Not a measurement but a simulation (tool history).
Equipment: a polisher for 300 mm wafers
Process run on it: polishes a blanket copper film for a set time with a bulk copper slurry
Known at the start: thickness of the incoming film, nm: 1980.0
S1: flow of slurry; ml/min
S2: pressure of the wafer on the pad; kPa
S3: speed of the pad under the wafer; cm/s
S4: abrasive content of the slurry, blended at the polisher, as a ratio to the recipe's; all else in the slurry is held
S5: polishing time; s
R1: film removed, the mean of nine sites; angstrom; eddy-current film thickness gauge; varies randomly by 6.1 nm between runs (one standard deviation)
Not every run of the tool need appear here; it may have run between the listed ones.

run	hour	S1	S2	S3	S4	S5	R1
1	0.0	135	18.6	126	1.0	68	6129.6
2	2.2	135	17.9	126	1.0	68	5850.8
3	5.0	135	17.9	156	1.0	68	7169.0
4	6.9	135	17.9	168	1.0	68	7649.8
5	8.1	135	16.5	168	1.0	68	6932.1
6	13.8	135	13.8	168	1.0	68	5899.4
7	16.8	135	13.1	168	1.0	68	5524.1
8	25.6	130	12.4	168	1.0	68	5329.9

Expected results for the next run?
# hour 33.7: head pressure recalibrated
9	33.7	130	11.7	168	1.0	68	?

Run 9 yielded R1 5579.7 angstrom.

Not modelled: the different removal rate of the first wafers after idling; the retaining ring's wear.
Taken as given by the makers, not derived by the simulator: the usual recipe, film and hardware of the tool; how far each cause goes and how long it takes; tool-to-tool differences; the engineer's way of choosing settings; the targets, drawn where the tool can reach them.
